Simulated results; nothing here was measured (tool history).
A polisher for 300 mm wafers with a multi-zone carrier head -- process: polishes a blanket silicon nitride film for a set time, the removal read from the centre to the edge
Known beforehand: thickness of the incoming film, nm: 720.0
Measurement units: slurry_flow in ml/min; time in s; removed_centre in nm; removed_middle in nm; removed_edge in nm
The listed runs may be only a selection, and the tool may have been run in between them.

run,hour,slurry_flow,centre_zone,middle_zone,edge_zone,time,removed_centre,removed_middle,removed_edge
1,0.0,320,1.00,1.00,1.00,59,89.445,89.811,90.876
2,6.3,320,1.00,0.95,1.00,59,89.047,85.922,89.817
3,11.3,260,1.00,0.95,1.00,59,87.933,84.573,88.646
4,19.3,305,1.00,0.95,1.00,59,89.691,85.846,89.803
5,25.5,380,1.00,0.95,1.00,59,90.677,87.289,91.404
6,34.3,380,1.00,0.95,1.00,71,109.140,104.750,109.830

What does the tool deliver on the next run?
7,41.2,375,1.01,0.97,0.96,66,?,?,?

Run 7 measured removed_centre 102.260 nm, removed_middle 99.744 nm, removed_edge 99.580 nm.
